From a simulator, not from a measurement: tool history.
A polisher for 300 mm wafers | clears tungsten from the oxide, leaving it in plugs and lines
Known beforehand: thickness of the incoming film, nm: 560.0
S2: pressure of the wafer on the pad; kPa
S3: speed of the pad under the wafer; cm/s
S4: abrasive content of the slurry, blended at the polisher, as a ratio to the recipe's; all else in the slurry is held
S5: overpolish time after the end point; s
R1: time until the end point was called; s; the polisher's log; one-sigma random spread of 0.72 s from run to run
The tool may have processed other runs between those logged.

{"run": 1, "hour": 0.0, "flow of slurry (ml/min)": 305, "S2": 26.9, "S3": 130, "S4": 1, "S5": 42, "R1": 108.07}
{"run": 2, "hour": 6.6, "flow of slurry (ml/min)": 305, "S2": 28.3, "S3": 130, "S4": 1, "S5": 42, "R1": 102.88}
{"run": 3, "hour": 10.5, "flow of slurry (ml/min)": 305, "S2": 29.6, "S3": 130, "S4": 1, "S5": 42, "R1": 98.869}
{"run": 4, "hour": 16.2, "flow of slurry (ml/min)": 265, "S2": 29.6, "S3": 130, "S4": 1, "S5": 42, "R1": 100.22}
{"run": 5, "hour": 17.5, "flow of slurry (ml/min)": 265, "S2": 29.6, "S3": 130, "S4": 1, "S5": 45, "R1": 99.807}
{"run": 6, "hour": 22.8, "flow of slurry (ml/min)": 270, "S2": 31, "S3": 130, "S4": 1, "S5": 45, "R1": 96.127}
{"run": 7, "hour": 26.6, "flow of slurry (ml/min)": 275, "S2": 31.7, "S3": 130, "S4": 1, "S5": 45, "R1": 94.248}
{"run": 8, "hour": 29.6, "flow of slurry (ml/min)": 275, "S2": 32.4, "S3": 130, "S4": 1, "S5": 45, "R1": 91.822}

Run 9 is up next; what results do you expect?
{"run": 9, "hour": 31.5, "flow of slurry (ml/min)": 275, "S2": 33.1, "S3": 130, "S4": 1, "S5": 45, "R1": "?"}

R1: 89.496 s

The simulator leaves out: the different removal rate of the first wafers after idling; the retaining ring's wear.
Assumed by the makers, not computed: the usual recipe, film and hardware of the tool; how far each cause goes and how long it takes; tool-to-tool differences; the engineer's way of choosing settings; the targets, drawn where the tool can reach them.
